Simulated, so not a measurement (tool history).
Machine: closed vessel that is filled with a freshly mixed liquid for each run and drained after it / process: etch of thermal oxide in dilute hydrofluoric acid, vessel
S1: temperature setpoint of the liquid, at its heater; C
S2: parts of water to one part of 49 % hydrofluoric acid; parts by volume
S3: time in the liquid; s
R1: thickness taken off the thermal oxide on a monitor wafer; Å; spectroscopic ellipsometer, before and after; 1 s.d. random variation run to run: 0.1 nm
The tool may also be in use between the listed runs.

run 1 hour=0.0 | S1=20 S2=65 S3=395 | R1=257.56
run 2 hour=6.5 | S1=20 S2=45 S3=395 | R1=380.70
run 3 hour=13.7 | S1=18 S2=45 S3=395 | R1=356.47
run 4 hour=16.9 | S1=18 S2=25 S3=395 | R1=644.74
run 5 hour=26.0 | S1=18 S2=35 S3=395 | R1=456.79
run 6 hour=29.4 | S1=18 S2=35 S3=395 | R1=462.16
run 7 hour=35.9 | S1=18 S2=40 S3=395 | R1=403.77
run 8 hour=43.3 | S1=18 S2=45 S3=395 | R1=349.22
run 9 hour=48.6 | S1=18 S2=45 S3=395 | R1=349.13
run 10 hour=53.6 | S1=18 S2=50 S3=395 | R1=313.66
run 11 hour=56.0 | S1=18 S2=55 S3=395 | R1=283.35
run 12 hour=57.5 | S1=18 S2=60 S3=395 | R1=261.58
run 13 hour=67.0 | S1=17 S2=85 S3=385 | R1=167.92

Expected results for the next run?
run 14 hour=74.5 | S1=17 S2=95 S3=385 | R1=?

R1: 147.07 Å
